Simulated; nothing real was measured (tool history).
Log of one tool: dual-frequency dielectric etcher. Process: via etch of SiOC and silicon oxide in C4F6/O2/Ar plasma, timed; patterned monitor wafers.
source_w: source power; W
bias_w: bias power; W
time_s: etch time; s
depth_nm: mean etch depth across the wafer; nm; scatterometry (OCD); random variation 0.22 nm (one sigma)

Run 1, hour 0: source_w 460 W, bias_w 168 W, time_s 65 s. Result: depth_nm 73.672 nm.
Run 2, hour 3.6: source_w 460 W, bias_w 168 W, time_s 65 s. Result: depth_nm 73.698 nm.
Run 3, hour 11: source_w 490 W, bias_w 172 W, time_s 65 s. Result: depth_nm 75.66 nm.
Run 4, hour 15.8: source_w 490 W, bias_w 172 W, time_s 65 s. Result: depth_nm 75.983 nm.
Run 5, hour 20.1: source_w 510 W, bias_w 175 W, time_s 65 s. Result: depth_nm 77.483 nm.
Run 6, hour 28.2: source_w 480 W, bias_w 175 W, time_s 65 s. Result: depth_nm 75.83 nm.
Run 7, hour 30.1: source_w 500 W, bias_w 179 W, time_s 65 s. Result: depth_nm 76.789 nm.
Run 8, hour 37.8: source_w 520 W, bias_w 183 W, time_s 65 s. Result: depth_nm 78.766 nm.
Run 9, hour 44.1: source_w 540 W, bias_w 186 W, time_s 65 s. Result: depth_nm 79.847 nm.

Run 10 comes next. What will it give?
Run 10, hour 44.8: source_w 550 W, bias_w 189 W, time_s 65 s. Result: depth_nm ?.

Run 10 gave depth_nm 80.782 nm.

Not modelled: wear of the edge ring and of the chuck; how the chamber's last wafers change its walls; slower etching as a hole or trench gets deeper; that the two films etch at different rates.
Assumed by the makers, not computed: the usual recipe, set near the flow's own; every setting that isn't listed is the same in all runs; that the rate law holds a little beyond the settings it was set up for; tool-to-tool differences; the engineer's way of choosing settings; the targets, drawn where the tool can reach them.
